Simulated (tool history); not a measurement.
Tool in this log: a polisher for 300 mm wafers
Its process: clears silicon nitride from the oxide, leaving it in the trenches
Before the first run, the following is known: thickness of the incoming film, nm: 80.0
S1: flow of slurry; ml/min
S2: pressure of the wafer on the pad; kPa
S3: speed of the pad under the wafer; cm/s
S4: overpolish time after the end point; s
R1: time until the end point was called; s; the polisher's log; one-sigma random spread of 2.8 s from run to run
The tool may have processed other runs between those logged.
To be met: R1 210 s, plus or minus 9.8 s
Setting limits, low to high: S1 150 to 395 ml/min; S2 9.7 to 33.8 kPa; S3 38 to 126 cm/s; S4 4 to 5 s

| run | day | S1 | S2 | S3 | S4 | R1 |
|---|---|---|---|---|---|---|
| 1 | 0 | 250 | 21.4 | 82 | 5 | 112.95 |
| 2 | 0.075 | 250 | 21.4 | 90 | 5 | 105.02 |
| 3 | 0.229 | 250 | 20 | 88 | 5 | 109.15 |
| 4 | 0.346 | 190 | 20 | 88 | 5 | 115.98 |
| 5 | 0.479 | 190 | 18.6 | 86 | 5 | 124.83 |
| 6 | 0.746 | 190 | 17.9 | 84 | 5 | 129.35 |
| 7 | 0.912 | 190 | 17.2 | 82 | 5 | 132.81 |
| 8 | 1.196 | 185 | 11 | 66 | 5 | 225.49 |

4 next moves are on the table. One of them brings every result within its allowed miss. Which?
| A | 1.479 | 270 | 11 | 56 | 5 | ? |
| B | 1.479 | 180 | 10.3 | 60 | 4 | ? |
| C | 1.479 | 170 | 13.8 | 56 | 5 | ? |
| D | 1.479 | 160 | 13.1 | 64 | 4 | ? |

| move | R1 |
|---|---|
| A | 257.72 |
| B | 259.9 |
| C | 236.11 |
| D | 215.8 |
A: the biggest miss grows against the last run
B: the biggest miss grows against the last run
C: the biggest miss grows against the last run
D: in spec on every target
Move D is the one to make.
